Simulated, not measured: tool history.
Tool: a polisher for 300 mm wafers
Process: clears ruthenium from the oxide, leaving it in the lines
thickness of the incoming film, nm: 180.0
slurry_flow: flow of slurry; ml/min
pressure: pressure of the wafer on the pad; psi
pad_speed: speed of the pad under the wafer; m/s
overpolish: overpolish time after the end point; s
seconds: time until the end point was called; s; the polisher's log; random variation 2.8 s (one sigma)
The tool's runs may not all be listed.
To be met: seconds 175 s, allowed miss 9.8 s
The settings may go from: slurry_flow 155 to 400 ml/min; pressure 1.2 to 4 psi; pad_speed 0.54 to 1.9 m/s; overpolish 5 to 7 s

run	hour	slurry_flow	pressure	pad_speed	overpolish	seconds
1	0	255	2.6	1.22	7	103.81
2	3.2	255	2.3	1.2	7	116.4
3	8.6	255	2	1.18	7	130.83
4	10	255	1.8	1.16	7	142.57
5	13.5	255	1.8	1.16	5	138.44
6	22.4	255	1.8	1.16	7	138.19
7	26	255	1.6	1.14	7	155.79
8	31.8	255	1.5	1.14	7	160.81

4 next moves are on the table. One of them brings every result within its allowed miss. Which?
A	37.6	250	1.9	1.16	7	?
B	37.6	240	1.3	1.16	7	?
C	37.6	220	1.5	1.34	6	?
D	37.6	245	1.6	1.24	7	?

move	seconds
A	135.49
B	174.84
C	140.42
D	143.15
A: further off than the last run
B: meets every target
C: further off than the last run
D: further off than the last run
Answer: B
